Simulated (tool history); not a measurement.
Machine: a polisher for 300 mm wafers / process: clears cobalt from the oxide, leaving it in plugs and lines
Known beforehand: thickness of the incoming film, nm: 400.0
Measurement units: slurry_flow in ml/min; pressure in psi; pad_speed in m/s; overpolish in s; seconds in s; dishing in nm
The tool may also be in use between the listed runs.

run	hour	slurry_flow	pressure	pad_speed	overpolish	seconds	dishing
1	0	200	1.9	1.22	15	73.659	48.48
2	7.8	200	2.4	1.22	15	60.192	52.704
3	15.8	200	2.8	1.22	15	50.894	56.9
4	18.4	200	2.8	1.22	11	51.239	49.089
5	23.7	240	2.8	1.22	11	50.67	49.597
6	31.9	240	2.8	1.22	7	50.321	38.021
7	39.8	230	2.2	1.16	9	68.284	37.379
8	44.4	230	1.9	1.14	9	77.281	34.465
9	52.9	230	1.6	1.12	9	92.526	29.695
10	56.1	230	1.5	1.12	9	98.257	28.32
11	59.9	230	1.5	1.12	9	97.718	28.838
12	63.9	230	1.5	1.12	9	96.955	28.125
13	67.8	230	1.4	1.12	9	101.87	26.686

The next listed run, before its measurement:
14	76.6	230	1.3	1.12	10	?	?

{"run 14": {"seconds": 109, "dishing": 27.762}}

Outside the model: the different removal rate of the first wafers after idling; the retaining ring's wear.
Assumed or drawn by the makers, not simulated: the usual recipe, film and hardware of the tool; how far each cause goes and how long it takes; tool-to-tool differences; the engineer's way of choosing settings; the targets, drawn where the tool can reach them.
